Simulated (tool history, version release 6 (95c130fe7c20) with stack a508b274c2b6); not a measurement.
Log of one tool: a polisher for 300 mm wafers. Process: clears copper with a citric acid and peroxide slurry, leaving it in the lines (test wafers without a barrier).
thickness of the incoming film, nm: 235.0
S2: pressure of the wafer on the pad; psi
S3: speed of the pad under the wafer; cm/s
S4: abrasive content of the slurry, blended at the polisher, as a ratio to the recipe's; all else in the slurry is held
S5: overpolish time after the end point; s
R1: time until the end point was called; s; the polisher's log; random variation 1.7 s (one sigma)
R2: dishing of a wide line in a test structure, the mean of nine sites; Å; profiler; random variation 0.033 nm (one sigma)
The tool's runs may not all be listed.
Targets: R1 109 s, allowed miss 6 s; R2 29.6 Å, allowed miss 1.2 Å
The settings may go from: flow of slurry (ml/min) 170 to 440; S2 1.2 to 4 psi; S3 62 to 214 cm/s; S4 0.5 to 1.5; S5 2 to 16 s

run 1 hour=0 | flow_of_slurry_(ml/min)=280 S2=2.6 S3=138 S4=1 S5=8 | R1=95.052 R2=86.033
run 2 hour=7 | flow_of_slurry_(ml/min)=275 S2=2.3 S3=140 S4=0.95 S5=7 | R1=107.56 R2=73.267
run 3 hour=15.4 | flow_of_slurry_(ml/min)=255 S2=2.1 S3=148 S4=0.85 S5=6 | R1=115.11 R2=65.446
run 4 hour=22.9 | flow_of_slurry_(ml/min)=240 S2=1.9 S3=156 S4=0.8 S5=5 | R1=121.83 R2=53.647
run 5 hour=24 | flow_of_slurry_(ml/min)=240 S2=1.9 S3=132 S4=0.8 S5=5 | R1=145.17 R2=49.007
run 6 hour=27.5 | flow_of_slurry_(ml/min)=170 S2=1.9 S3=132 S4=0.8 S5=5 | R1=154.75 R2=46.357
run 7 hour=31.2 | flow_of_slurry_(ml/min)=170 S2=1.8 S3=146 S4=0.75 S5=4 | R1=150.63 R2=40.301
run 8 hour=38.6 | flow_of_slurry_(ml/min)=170 S2=1.7 S3=160 S4=0.7 S5=4 | R1=146.18 R2=40.035
run 9 hour=41.3 | flow_of_slurry_(ml/min)=170 S2=1.7 S3=170 S4=0.65 S5=4 | R1=143.77 R2=42.01

Which of these 5 next moves meets every target?
run A hour=44 | flow_of_slurry_(ml/min)=170 S2=1.7 S3=138 S4=0.6 S5=7 | R1=? R2=?
run B hour=44 | flow_of_slurry_(ml/min)=170 S2=2.4 S3=158 S4=0.7 S5=2 | R1=? R2=?
run C hour=44 | flow_of_slurry_(ml/min)=185 S2=1.6 S3=148 S4=0.55 S5=4 | R1=? R2=?
run D hour=44 | flow_of_slurry_(ml/min)=175 S2=1.4 S3=186 S4=0.55 S5=9 | R1=? R2=?
run E hour=44 | flow_of_slurry_(ml/min)=175 S2=1.5 S3=148 S4=0.5 S5=8 | R1=? R2=?

move=A R1=178.44 R2=53.841
move=B R1=107.71 R2=29.716
move=C R1=178.34 R2=34.79
move=D R1=164.19 R2=67.079
move=E R1=196.81 R2=55.113
A: further off than the last run
B: meets every target
C: further off than the last run
D: further off than the last run
E: further off than the last run
The right move is B.
